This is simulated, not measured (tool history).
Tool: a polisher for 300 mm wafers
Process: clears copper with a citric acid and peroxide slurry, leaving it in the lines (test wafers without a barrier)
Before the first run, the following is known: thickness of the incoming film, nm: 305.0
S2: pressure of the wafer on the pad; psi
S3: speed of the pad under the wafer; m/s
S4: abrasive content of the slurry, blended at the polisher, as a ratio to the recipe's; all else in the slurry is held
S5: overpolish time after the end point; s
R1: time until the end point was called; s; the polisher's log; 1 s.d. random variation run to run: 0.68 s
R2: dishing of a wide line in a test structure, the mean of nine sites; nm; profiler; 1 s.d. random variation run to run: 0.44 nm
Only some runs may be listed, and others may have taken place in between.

run 1 day=0.000 | flow_of_slurry_(ml/min)=170 S2=2.9 S3=1.20 S4=1.0 S5=20 | R1=95.240 R2=37.477
run 2 day=0.246 | flow_of_slurry_(ml/min)=175 S2=3.3 S3=1.24 S4=1.0 S5=16 | R1=79.313 R2=35.668
run 3 day=0.296 | flow_of_slurry_(ml/min)=180 S2=3.6 S3=1.26 S4=1.0 S5=14 | R1=72.754 R2=34.636
run 4 day=0.504 | flow_of_slurry_(ml/min)=180 S2=3.6 S3=1.50 S4=1.0 S5=14 | R1=61.267 R2=39.902
run 5 day=0.875 | flow_of_slurry_(ml/min)=180 S2=3.8 S3=1.50 S4=1.0 S5=12 | R1=58.262 R2=36.922
run 6 day=1.200 | flow_of_slurry_(ml/min)=180 S2=3.8 S3=1.50 S4=1.0 S5=16 | R1=57.786 R2=46.630

What does the tool deliver on the next run?
run 7 day=1.417 | flow_of_slurry_(ml/min)=185 S2=3.9 S3=1.50 S4=1.0 S5=14 | R1=? R2=?

R1: 56.547 s
R2: 42.366 nm

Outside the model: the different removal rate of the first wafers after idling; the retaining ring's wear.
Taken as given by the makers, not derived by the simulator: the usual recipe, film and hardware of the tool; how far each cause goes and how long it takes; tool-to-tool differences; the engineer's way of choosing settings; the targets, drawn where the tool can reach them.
